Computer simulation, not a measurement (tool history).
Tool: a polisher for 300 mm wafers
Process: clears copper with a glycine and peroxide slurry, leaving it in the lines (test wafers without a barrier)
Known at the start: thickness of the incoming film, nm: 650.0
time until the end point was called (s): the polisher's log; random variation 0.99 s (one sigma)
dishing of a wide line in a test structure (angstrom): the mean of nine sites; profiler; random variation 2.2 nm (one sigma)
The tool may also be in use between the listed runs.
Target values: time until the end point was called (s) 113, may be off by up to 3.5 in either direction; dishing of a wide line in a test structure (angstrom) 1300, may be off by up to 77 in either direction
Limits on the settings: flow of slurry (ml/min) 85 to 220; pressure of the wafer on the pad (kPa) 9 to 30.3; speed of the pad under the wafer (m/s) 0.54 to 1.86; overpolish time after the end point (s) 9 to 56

run  hour  flow of slurry (ml/min)  pressure of the wafer on the pad (kPa)  speed of the pad under the wafer (m/s)  overpolish time after the end point (s)  time until the end point was called (s)  dishing of a wide line in a test structure (angstrom)
  1     0                      140                                    19.3                                    1.18                                       29                                    121.1                                                 913.55
  2   6.9                      140                                    19.3                                     0.9                                       29                                   153.39                                                  776.8
  3  12.3                      140                                    19.3                                     0.9                                       18                                   152.15                                                 554.37
  4  19.5                      140                                    19.3                                    1.18                                       18                                   120.26                                                 649.53
  5  20.3                      140                                      20                                    1.18                                       25                                   117.97                                                 843.81
  6    22                      115                                      20                                    1.18                                       25                                   121.31                                                 847.24
  7  23.5                      110                                    20.7                                    1.18                                       28                                    120.5                                                 888.87
  8  27.2                      120                                    20.7                                    1.18                                       32                                   118.75                                                 1034.2
  9  31.1                      120                                    20.7                                    1.18                                       32                                   120.25                                                 990.64
 10  38.2                      125                                    21.4                                    1.18                                       35                                   116.49                                                 1077.8
 11  40.7                      125                                    21.4                                    1.18                                       37                                    115.8                                                 1109.9
 12  44.3                      125                                    21.4                                    1.18                                       39                                   116.91                                                 1119.7
 13  45.6                      125                                    21.4                                    1.18                                       41                                   116.61                                                 1162.9
 14  51.9                      125                                    21.4                                    1.18                                       43                                   116.72                                                   1195
 15  58.3                      125                                    21.4                                    1.18                                       44                                      116                                                 1222.9

Exactly one of the 4 candidate moves below puts every result within its allowed miss. Which one?
  A  64.7                      115                                    27.6                                     1.1                                       41                                        ?                                                      ?
  B  64.7                      145                                    20.7                                    1.14                                       48                                        ?                                                      ?
  C  64.7                      115                                    18.6                                    1.38                                       50                                        ?                                                      ?
  D  64.7                       95                                    22.8                                    1.16                                       46                                        ?                                                      ?

move  time until the end point was called (s)  dishing of a wide line in a test structure (angstrom)
   A                                   107.43                                                   1260
   B                                   120.02                                                   1258
   C                                   112.84                                                 1293.4
   D                                    120.5                                                 1236.4
A: brings the last run's worst result on target, with another outside its allowed miss
B: brings the last run's worst result on target, with another outside its allowed miss
C: each result inside its tolerance
D: brings the last run's worst result on target, with another outside its allowed miss
C is the move that brings every result within its allowed miss.
